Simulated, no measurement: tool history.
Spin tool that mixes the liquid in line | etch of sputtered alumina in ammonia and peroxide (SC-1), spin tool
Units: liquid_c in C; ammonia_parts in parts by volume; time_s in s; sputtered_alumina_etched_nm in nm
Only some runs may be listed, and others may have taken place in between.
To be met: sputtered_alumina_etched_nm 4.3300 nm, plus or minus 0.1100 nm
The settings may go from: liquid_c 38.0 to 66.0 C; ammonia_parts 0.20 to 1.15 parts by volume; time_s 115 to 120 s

run 1 hour=0.0 | liquid_c=50.0 ammonia_parts=0.65 time_s=115 | sputtered_alumina_etched_nm=6.7565
run 2 hour=4.0 | liquid_c=50.0 ammonia_parts=0.80 time_s=115 | sputtered_alumina_etched_nm=6.8009
run 3 hour=12.2 | liquid_c=47.5 ammonia_parts=0.80 time_s=115 | sputtered_alumina_etched_nm=5.9276
run 4 hour=20.2 | liquid_c=46.0 ammonia_parts=0.80 time_s=115 | sputtered_alumina_etched_nm=5.5616
run 5 hour=28.7 | liquid_c=44.5 ammonia_parts=0.80 time_s=115 | sputtered_alumina_etched_nm=5.0162
run 6 hour=33.8 | liquid_c=44.5 ammonia_parts=0.80 time_s=115 | sputtered_alumina_etched_nm=5.0513
run 7 hour=37.0 | liquid_c=43.5 ammonia_parts=0.80 time_s=115 | sputtered_alumina_etched_nm=4.7918
run 8 hour=37.9 | liquid_c=43.0 ammonia_parts=0.80 time_s=115 | sputtered_alumina_etched_nm=4.6278
run 9 hour=39.4 | liquid_c=42.5 ammonia_parts=0.80 time_s=115 | sputtered_alumina_etched_nm=4.4892

Next run, 5 choices. One meets every target within its allowed miss, the rest don't. Which?
run A hour=40.9 | liquid_c=41.0 ammonia_parts=0.80 time_s=115 | sputtered_alumina_etched_nm=?
run B hour=40.9 | liquid_c=40.5 ammonia_parts=0.90 time_s=115 | sputtered_alumina_etched_nm=?
run C hour=40.9 | liquid_c=41.5 ammonia_parts=0.60 time_s=115 | sputtered_alumina_etched_nm=?
run D hour=40.9 | liquid_c=42.5 ammonia_parts=1.15 time_s=115 | sputtered_alumina_etched_nm=?
run E hour=40.9 | liquid_c=42.0 ammonia_parts=0.75 time_s=115 | sputtered_alumina_etched_nm=?

move=A sputtered_alumina_etched_nm=4.1432
move=B sputtered_alumina_etched_nm=4.0690
move=C sputtered_alumina_etched_nm=4.1505
move=D sputtered_alumina_etched_nm=4.6812
move=E sputtered_alumina_etched_nm=4.3653
A: the result that was furthest off in the last run now lies on the other side of its target
B: the result that was furthest off in the last run now lies on the other side of its target
C: the result that was furthest off in the last run now lies on the other side of its target
D: lands further from the targets than the last run did
E: every result within its allowed miss
Correct choice: E, which meets every target
